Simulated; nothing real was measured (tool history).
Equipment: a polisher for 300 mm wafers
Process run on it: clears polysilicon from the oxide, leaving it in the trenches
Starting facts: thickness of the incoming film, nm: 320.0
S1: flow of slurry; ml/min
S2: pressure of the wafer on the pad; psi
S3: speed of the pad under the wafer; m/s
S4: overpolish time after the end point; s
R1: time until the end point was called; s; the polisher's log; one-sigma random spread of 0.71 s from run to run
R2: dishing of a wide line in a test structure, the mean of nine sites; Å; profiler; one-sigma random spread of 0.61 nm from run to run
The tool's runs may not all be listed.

run 1 hour=0.0 | S1=210 S2=2.3 S3=1.16 S4=13 | R1=31.986 R2=555.64
run 2 hour=5.2 | S1=210 S2=2.2 S3=1.14 S4=11 | R1=34.674 R2=500.04
run 3 hour=8.4 | S1=230 S2=1.9 S3=1.26 S4=9 | R1=35.469 R2=440.33
run 4 hour=12.7 | S1=230 S2=1.9 S3=1.44 S4=9 | R1=31.916 R2=477.60
run 5 hour=14.0 | S1=230 S2=1.9 S3=1.20 S4=9 | R1=37.259 R2=436.97
run 6 hour=18.2 | S1=230 S2=1.9 S3=1.20 S4=14 | R1=35.788 R2=552.05
run 7 hour=25.3 | S1=255 S2=1.9 S3=1.14 S4=11 | R1=37.976 R2=488.13

Run 8 has not been measured yet. What should we expect?
run 8 hour=28.9 | S1=220 S2=1.7 S3=1.32 S4=9 | R1=? R2=?

Run 8 came out at R1 38.565 s, R2 445.26 Å.
